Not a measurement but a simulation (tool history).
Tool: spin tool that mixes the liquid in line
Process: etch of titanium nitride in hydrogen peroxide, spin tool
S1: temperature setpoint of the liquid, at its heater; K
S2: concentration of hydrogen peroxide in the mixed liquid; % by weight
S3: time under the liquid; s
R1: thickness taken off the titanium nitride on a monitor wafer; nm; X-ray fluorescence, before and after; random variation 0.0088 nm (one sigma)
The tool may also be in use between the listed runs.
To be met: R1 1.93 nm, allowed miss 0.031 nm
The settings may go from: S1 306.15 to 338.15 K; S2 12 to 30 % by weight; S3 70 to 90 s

Run 1, hour 0: S1 322.15 K, S2 21 % by weight, S3 90 s. Result: R1 3.0077 nm.
Run 2, hour 8.2: S1 318.65 K, S2 21 % by weight, S3 90 s. Result: R1 2.321 nm.
Run 3, hour 16.9: S1 318.65 K, S2 21 % by weight, S3 90 s. Result: R1 2.3315 nm.
Run 4, hour 20.3: S1 318.15 K, S2 21 % by weight, S3 90 s. Result: R1 2.2503 nm.
Run 5, hour 25.9: S1 318.15 K, S2 24 % by weight, S3 90 s. Result: R1 2.2996 nm.
Run 6, hour 27.8: S1 312.15 K, S2 24 % by weight, S3 90 s. Result: R1 1.467 nm.
Run 7, hour 34.9: S1 312.65 K, S2 24 % by weight, S3 90 s. Result: R1 1.5125 nm.
Run 8, hour 42.9: S1 313.15 K, S2 24 % by weight, S3 90 s. Result: R1 1.5976 nm.
Run 9, hour 51.6: S1 316.15 K, S2 24 % by weight, S3 90 s. Result: R1 1.9876 nm.

4 next moves are on the table. One of them brings every result within its allowed miss. Which?
Run A, hour 60.3: S1 317.15 K, S2 23.5 % by weight, S3 85 s. Result: R1 ?.
Run B, hour 60.3: S1 319.65 K, S2 25 % by weight, S3 70 s. Result: R1 ?.
Run C, hour 60.3: S1 316.65 K, S2 22.5 % by weight, S3 90 s. Result: R1 ?.
Run D, hour 60.3: S1 318.65 K, S2 28.5 % by weight, S3 70 s. Result: R1 ?.

move      R1
   A  2.0092
   B  2.0199
   C  2.0297
   D  1.9304
A: further off than the last run
B: further off than the last run
C: further off than the last run
D: meets every target
Move D is the one to make.
